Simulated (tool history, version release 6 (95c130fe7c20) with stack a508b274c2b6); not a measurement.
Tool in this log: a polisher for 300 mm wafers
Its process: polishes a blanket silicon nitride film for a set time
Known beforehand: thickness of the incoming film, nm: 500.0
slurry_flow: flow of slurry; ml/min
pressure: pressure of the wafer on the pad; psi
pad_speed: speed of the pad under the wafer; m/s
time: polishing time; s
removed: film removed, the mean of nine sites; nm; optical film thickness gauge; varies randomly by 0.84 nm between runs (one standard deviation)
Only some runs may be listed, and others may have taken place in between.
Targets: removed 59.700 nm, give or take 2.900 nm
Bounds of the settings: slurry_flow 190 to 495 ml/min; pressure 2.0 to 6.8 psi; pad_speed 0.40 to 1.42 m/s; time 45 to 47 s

run 1 hour=0.0 | slurry_flow=320 pressure=4.4 pad_speed=0.90 time=45 | removed=88.807
run 2 hour=7.7 | slurry_flow=320 pressure=4.0 pad_speed=0.90 time=45 | removed=79.522
run 3 hour=13.8 | slurry_flow=320 pressure=4.0 pad_speed=0.90 time=47 | removed=84.019
run 4 hour=18.9 | slurry_flow=385 pressure=4.0 pad_speed=0.90 time=47 | removed=83.977
run 5 hour=21.2 | slurry_flow=385 pressure=4.0 pad_speed=1.08 time=47 | removed=100.060
run 6 hour=28.9 | slurry_flow=385 pressure=4.0 pad_speed=1.08 time=47 | removed=99.414
run 7 hour=31.7 | slurry_flow=385 pressure=3.6 pad_speed=1.06 time=47 | removed=86.994
run 8 hour=39.4 | slurry_flow=385 pressure=3.3 pad_speed=1.06 time=47 | removed=80.999
run 9 hour=45.7 | slurry_flow=385 pressure=3.1 pad_speed=1.06 time=47 | removed=75.500
run 10 hour=53.7 | slurry_flow=385 pressure=2.9 pad_speed=1.06 time=47 | removed=69.888
run 11 hour=58.2 | slurry_flow=385 pressure=2.8 pad_speed=1.06 time=47 | removed=67.885
run 12 hour=59.7 | slurry_flow=385 pressure=2.2 pad_speed=1.04 time=47 | removed=54.022
run 13 hour=64.1 | slurry_flow=385 pressure=2.3 pad_speed=1.04 time=47 | removed=57.072
run 14 hour=67.1 | slurry_flow=385 pressure=2.3 pad_speed=1.04 time=47 | removed=55.829
run 15 hour=72.8 | slurry_flow=385 pressure=2.3 pad_speed=1.04 time=47 | removed=55.424
run 16 hour=79.1 | slurry_flow=385 pressure=2.7 pad_speed=1.04 time=47 | removed=64.519

Exactly one of the 5 candidate moves below puts every result within its allowed miss. Which one?
run A hour=85.4 | slurry_flow=415 pressure=2.9 pad_speed=1.10 time=47 | removed=?
run B hour=85.4 | slurry_flow=425 pressure=2.9 pad_speed=1.02 time=45 | removed=?
run C hour=85.4 | slurry_flow=300 pressure=2.7 pad_speed=1.22 time=45 | removed=?
run D hour=85.4 | slurry_flow=380 pressure=2.9 pad_speed=1.10 time=45 | removed=?
run E hour=85.4 | slurry_flow=410 pressure=2.9 pad_speed=0.90 time=45 | removed=?

move=A removed=72.197
move=B removed=65.162
move=C removed=68.700
move=D removed=68.764
move=E removed=58.831
A: the biggest miss grows against the last run
B: the biggest miss grows against the last run
C: the biggest miss grows against the last run
D: the biggest miss grows against the last run
E: all results land within tolerance of their targets
Answer: E

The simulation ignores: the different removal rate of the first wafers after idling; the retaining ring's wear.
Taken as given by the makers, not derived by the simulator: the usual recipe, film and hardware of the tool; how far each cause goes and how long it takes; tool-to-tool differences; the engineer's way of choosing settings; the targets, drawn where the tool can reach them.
